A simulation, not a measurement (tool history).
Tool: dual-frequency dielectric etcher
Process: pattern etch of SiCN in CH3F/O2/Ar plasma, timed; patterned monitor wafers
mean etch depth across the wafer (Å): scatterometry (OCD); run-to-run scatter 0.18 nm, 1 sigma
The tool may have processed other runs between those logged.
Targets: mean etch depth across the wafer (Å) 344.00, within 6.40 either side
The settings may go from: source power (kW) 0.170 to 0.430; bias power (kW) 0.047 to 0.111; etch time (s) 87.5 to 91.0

run	hour	source power (kW)	bias power (kW)	etch time (s)	mean etch depth across the wafer (Å)
1	0.0	0.300	0.079	87.5	285.73
2	7.7	0.250	0.079	87.5	263.34
3	13.7	0.250	0.079	87.5	263.09
4	16.8	0.300	0.081	87.5	286.07
5	25.6	0.300	0.081	87.5	286.65
6	34.5	0.340	0.082	87.5	301.25
7	42.7	0.370	0.084	87.5	317.88
8	46.6	0.390	0.085	87.5	325.22
9	48.8	0.400	0.086	87.5	330.13
10	49.5	0.410	0.087	87.5	334.25

Next run, 4 choices. One meets every target within its allowed miss, the rest don't. Which?
A	50.2	0.400	0.078	90.0	?
B	50.2	0.350	0.094	88.5	?
C	50.2	0.430	0.080	91.0	?
D	50.2	0.410	0.080	88.0	?

move	mean etch depth across the wafer (Å)
A	322.69
B	330.39
C	339.94
D	322.64
A: the biggest miss grows against the last run
B: the biggest miss grows against the last run
C: each result inside its tolerance
D: the biggest miss grows against the last run
The right move is C.
